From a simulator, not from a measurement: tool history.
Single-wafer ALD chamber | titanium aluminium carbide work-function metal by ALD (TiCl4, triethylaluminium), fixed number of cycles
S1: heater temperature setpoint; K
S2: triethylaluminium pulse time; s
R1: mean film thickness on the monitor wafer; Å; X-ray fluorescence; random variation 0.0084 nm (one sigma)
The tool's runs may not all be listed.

run	hour	S1	S2	R1
1	0.0	553.15	8.50	18.943
2	5.9	555.15	8.60	19.139
3	13.1	557.15	8.70	19.481
4	14.6	557.15	10.93	19.913
# hour 23.0: thermocouple changed; heater temperature recalibrated
5	23.0	551.15	10.93	19.740
6	30.6	552.15	11.08	19.781
7	35.0	553.15	11.20	19.917

Forecast run 8:
8	39.8	554.15	11.30	?

{"run 8": {"R1": 19.959}}

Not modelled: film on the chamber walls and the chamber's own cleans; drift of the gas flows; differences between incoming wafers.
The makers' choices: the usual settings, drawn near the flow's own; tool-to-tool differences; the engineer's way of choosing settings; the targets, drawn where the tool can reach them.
